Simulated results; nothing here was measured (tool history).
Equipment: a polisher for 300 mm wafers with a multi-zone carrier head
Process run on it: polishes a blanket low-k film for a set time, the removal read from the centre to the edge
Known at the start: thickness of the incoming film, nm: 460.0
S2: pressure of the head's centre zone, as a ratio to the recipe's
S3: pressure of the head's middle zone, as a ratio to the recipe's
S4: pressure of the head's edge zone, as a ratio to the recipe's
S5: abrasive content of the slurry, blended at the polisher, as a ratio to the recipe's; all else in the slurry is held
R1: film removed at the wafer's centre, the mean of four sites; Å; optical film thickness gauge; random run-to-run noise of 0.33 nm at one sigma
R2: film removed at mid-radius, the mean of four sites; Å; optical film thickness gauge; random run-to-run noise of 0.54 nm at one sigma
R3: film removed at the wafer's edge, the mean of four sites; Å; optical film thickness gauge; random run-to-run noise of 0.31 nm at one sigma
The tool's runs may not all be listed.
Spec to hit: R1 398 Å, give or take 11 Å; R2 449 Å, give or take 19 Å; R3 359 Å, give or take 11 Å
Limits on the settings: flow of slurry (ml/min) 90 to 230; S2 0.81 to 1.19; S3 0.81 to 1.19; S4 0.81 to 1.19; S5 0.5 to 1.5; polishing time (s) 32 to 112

run 1 day=0 | flow_of_slurry_(ml/min)=150 S2=1 S3=1 S4=1 S5=1 polishing_time_(s)=72 | R1=279.85 R2=286.65 R3=275.29
run 2 day=0.321 | flow_of_slurry_(ml/min)=160 S2=1.01 S3=1.03 S4=1 S5=1.1 polishing_time_(s)=72 | R1=295.5 R2=310.93 R3=295.54
run 3 day=0.517 | flow_of_slurry_(ml/min)=160 S2=1.01 S3=1.03 S4=1 S5=1.1 polishing_time_(s)=58 | R1=238.67 R2=258.3 R3=236.77
run 4 day=0.633 | flow_of_slurry_(ml/min)=160 S2=1.05 S3=1.03 S4=1 S5=1.1 polishing_time_(s)=58 | R1=253.38 R2=261.08 R3=239.48
run 5 day=0.783 | flow_of_slurry_(ml/min)=160 S2=1.05 S3=1.07 S4=1 S5=1.1 polishing_time_(s)=58 | R1=253.38 R2=268.61 R3=241.23
run 6 day=0.971 | flow_of_slurry_(ml/min)=160 S2=1.05 S3=1.01 S4=1 S5=1.1 polishing_time_(s)=58 | R1=256.17 R2=250.9 R3=234.02
run 7 day=1.046 | flow_of_slurry_(ml/min)=170 S2=1.06 S3=1.04 S4=0.99 S5=1.15 polishing_time_(s)=60 | R1=270.26 R2=276.99 R3=253.24
run 8 day=1.317 | flow_of_slurry_(ml/min)=180 S2=1.08 S3=1.07 S4=0.97 S5=1.2 polishing_time_(s)=62 | R1=294.96 R2=302.45 R3=268.32
run 9 day=1.5 | flow_of_slurry_(ml/min)=180 S2=1.08 S3=1.07 S4=0.97 S5=1.2 polishing_time_(s)=62 | R1=292.48 R2=297.32 R3=262.13
run 10 day=1.542 | flow_of_slurry_(ml/min)=185 S2=1.08 S3=1.09 S4=0.97 S5=1.25 polishing_time_(s)=64 | R1=313.14 R2=324.6 R3=282.24
run 11 day=1.729 | flow_of_slurry_(ml/min)=190 S2=1.08 S3=1.11 S4=0.97 S5=1.3 polishing_time_(s)=65 | R1=325.89 R2=346.79 R3=290
run 12 day=1.904 | flow_of_slurry_(ml/min)=195 S2=1.08 S3=1.12 S4=0.99 S5=1.35 polishing_time_(s)=66 | R1=339.69 R2=352.06 R3=303.96
run 13 day=2.192 | flow_of_slurry_(ml/min)=195 S2=1.08 S3=1.13 S4=0.98 S5=1.4 polishing_time_(s)=68 | R1=353.71 R2=370.27 R3=318.45
run 14 day=2.429 | flow_of_slurry_(ml/min)=200 S2=1.08 S3=1.14 S4=0.97 S5=1.4 polishing_time_(s)=69 | R1=363.4 R2=397.92 R3=323.63
run 15 day=2.658 | flow_of_slurry_(ml/min)=225 S2=1.1 S3=1.19 S4=1.06 S5=1.5 polishing_time_(s)=69 | R1=387.98 R2=424.32 R3=348.93
run 16 day=2.883 | flow_of_slurry_(ml/min)=225 S2=1.1 S3=1.19 S4=1.05 S5=1.5 polishing_time_(s)=70 | R1=388.08 R2=423.21 R3=352.83

Exactly one of the 5 candidate moves below puts every result within its allowed miss. Which one?
run A day=3.108 | flow_of_slurry_(ml/min)=215 S2=1.01 S3=1.19 S4=1.11 S5=1.5 polishing_time_(s)=75 | R1=? R2=? R3=?
run B day=3.108 | flow_of_slurry_(ml/min)=230 S2=1.08 S3=1.19 S4=0.99 S5=1.45 polishing_time_(s)=74 | R1=? R2=? R3=?
run C day=3.108 | flow_of_slurry_(ml/min)=220 S2=1.02 S3=1.19 S4=1.1 S5=1.5 polishing_time_(s)=74 | R1=? R2=? R3=?
run D day=3.108 | flow_of_slurry_(ml/min)=230 S2=1.07 S3=1.19 S4=0.98 S5=1.45 polishing_time_(s)=70 | R1=? R2=? R3=?
run E day=3.108 | flow_of_slurry_(ml/min)=230 S2=1.03 S3=1.19 S4=1 S5=1.5 polishing_time_(s)=73 | R1=? R2=? R3=?

move=A R1=378 R2=453.05 R3=383.24
move=B R1=397.42 R2=444.68 R3=354.75
move=C R1=377.98 R2=448.36 R3=377.25
move=D R1=372.43 R2=420.68 R3=333.94
move=E R1=378.96 R2=444.88 R3=356.55
A: gets the furthest-off result to its target, but another result is out of tolerance
B: all results land within tolerance of their targets
C: gets the furthest-off result to its target, but another result is out of tolerance
D: its largest miss is bigger than the last run's
E: gets the furthest-off result to its target, but another result is out of tolerance
Go with B: it meets all targets.
